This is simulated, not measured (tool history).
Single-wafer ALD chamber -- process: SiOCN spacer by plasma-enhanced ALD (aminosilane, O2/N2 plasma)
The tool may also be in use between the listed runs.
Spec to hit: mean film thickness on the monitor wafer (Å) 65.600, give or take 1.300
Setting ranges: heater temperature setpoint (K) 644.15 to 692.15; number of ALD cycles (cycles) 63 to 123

run  hour  heater temperature setpoint (K)  number of ALD cycles (cycles)  mean film thickness on the monitor wafer (Å)
  1   0.0                           668.15                             93                                        55.307
  2   6.2                           661.15                             93                                        55.374
  3  10.7                           661.15                             99                                        59.117
  4  12.8                           661.15                             92                                        54.886
  5  15.8                           661.15                            103                                        61.130
  6  24.1                           666.15                            103                                        61.340
  7  31.6                           666.15                            104                                        61.940
  8  38.4                           666.15                            105                                        62.690

Which one of the following 4 next-run settings gets every result inside its allowed miss? There is exactly one.
  A  45.2                           669.15                            116                                             ?
  B  45.2                           688.15                            122                                             ?
  C  45.2                           688.15                            116                                             ?
  D  45.2                           668.15                            116                                             ?

move  mean film thickness on the monitor wafer (Å)
   A                                        68.876
   B                                        68.730
   C                                        65.350
   D                                        69.062
A: pushes the last run's worst result past its target
B: pushes the last run's worst result past its target
C: every result lands within tolerance
D: pushes the last run's worst result past its target
So the answer is move C, the one that meets all the targets.

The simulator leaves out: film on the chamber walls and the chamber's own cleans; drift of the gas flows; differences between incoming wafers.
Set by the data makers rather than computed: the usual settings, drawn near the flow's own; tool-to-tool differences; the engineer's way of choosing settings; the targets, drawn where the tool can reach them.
